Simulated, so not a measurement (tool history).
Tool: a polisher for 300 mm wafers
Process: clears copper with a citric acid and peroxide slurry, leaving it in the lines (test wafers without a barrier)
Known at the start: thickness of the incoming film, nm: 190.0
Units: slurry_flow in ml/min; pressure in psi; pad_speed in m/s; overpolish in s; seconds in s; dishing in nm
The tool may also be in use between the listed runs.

| run | day | slurry_flow | pressure | pad_speed | slurry_solids | overpolish | seconds | dishing |
|---|---|---|---|---|---|---|---|---|
| 1 | 0 | 125 | 3.9 | 0.92 | 1 | 18 | 88.366 | 29.397 |
| 2 | 0.283 | 125 | 3.4 | 0.92 | 1 | 18 | 101.69 | 26.545 |
| 3 | 0.421 | 125 | 3.9 | 0.92 | 1 | 18 | 89.947 | 30.453 |
| 4 | 0.533 | 125 | 3.9 | 0.7 | 1 | 18 | 116.52 | 23.264 |
| 5 | 0.733 | 125 | 3.9 | 0.7 | 0.9 | 18 | 121.32 | 21.959 |
|  | 0.896 | worn pad replaced by a new one |
| 6 | 0.896 | 125 | 4.3 | 0.7 | 0.9 | 18 | 96.851 | 27.058 |
| 7 | 0.946 | 125 | 4.2 | 0.7 | 0.9 | 19 | 102.47 | 27.672 |

Run 8 comes next. What will it give?
| 8 | 1.279 | 125 | 4.1 | 0.7 | 0.9 | 20 | ? | ? |

{"run 8": {"seconds": 99.2, "dishing": 28.686}}
